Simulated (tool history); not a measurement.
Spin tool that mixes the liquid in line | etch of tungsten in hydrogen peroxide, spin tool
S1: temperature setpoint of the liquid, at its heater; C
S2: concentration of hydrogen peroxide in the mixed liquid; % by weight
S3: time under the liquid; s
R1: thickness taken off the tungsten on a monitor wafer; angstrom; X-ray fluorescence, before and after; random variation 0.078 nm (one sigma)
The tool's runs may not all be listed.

run 1 hour=0.0 | S1=48.0 S2=16.5 S3=15 | R1=152.540
run 2 hour=4.8 | S1=48.0 S2=18.0 S3=15 | R1=162.990
run 3 hour=9.2 | S1=45.0 S2=18.0 S3=15 | R1=135.770
run 4 hour=15.8 | S1=49.0 S2=18.0 S3=15 | R1=171.750
run 5 hour=16.5 | S1=49.0 S2=16.5 S3=15 | R1=166.420
run 6 hour=22.2 | S1=49.0 S2=16.5 S3=15 | R1=165.960
run 7 hour=28.5 | S1=41.0 S2=16.0 S3=15 | R1=97.075

The next listed run, before its measurement:
run 8 hour=35.4 | S1=40.5 S2=16.0 S3=15 | R1=?

{"run 8": {"R1": 94.514}}
